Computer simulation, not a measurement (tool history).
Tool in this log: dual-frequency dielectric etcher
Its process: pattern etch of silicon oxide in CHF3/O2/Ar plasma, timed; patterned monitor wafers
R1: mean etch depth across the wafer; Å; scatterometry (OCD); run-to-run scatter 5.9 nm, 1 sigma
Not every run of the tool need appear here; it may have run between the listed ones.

Run 1, hour 0: source power (W) 680, bias power (W) 146, etch time (s) 630. Result: R1 11220 Å.
Run 2, hour 9.1: source power (W) 790, bias power (W) 146, etch time (s) 630. Result: R1 11743 Å.
Run 3, hour 13.1: source power (W) 830, bias power (W) 154, etch time (s) 631.5. Result: R1 12103 Å.
Run 4, hour 15.4: source power (W) 770, bias power (W) 154, etch time (s) 631.5. Result: R1 11862 Å.
Run 5, hour 17.9: source power (W) 770, bias power (W) 164, etch time (s) 631.5. Result: R1 12031 Å.
Run 6, hour 21.3: source power (W) 890, bias power (W) 164, etch time (s) 631.5. Result: R1 12561 Å.
Run 7, hour 29.9: source power (W) 900, bias power (W) 169, etch time (s) 633. Result: R1 12807 Å.
Run 8, hour 32.1: source power (W) 910, bias power (W) 171, etch time (s) 633.5. Result: R1 12862 Å.

What does the tool deliver on the next run?
Run 9, hour 39.9: source power (W) 920, bias power (W) 173, etch time (s) 634. Result: R1 ?.

{"run 9": {"R1": 12923}}
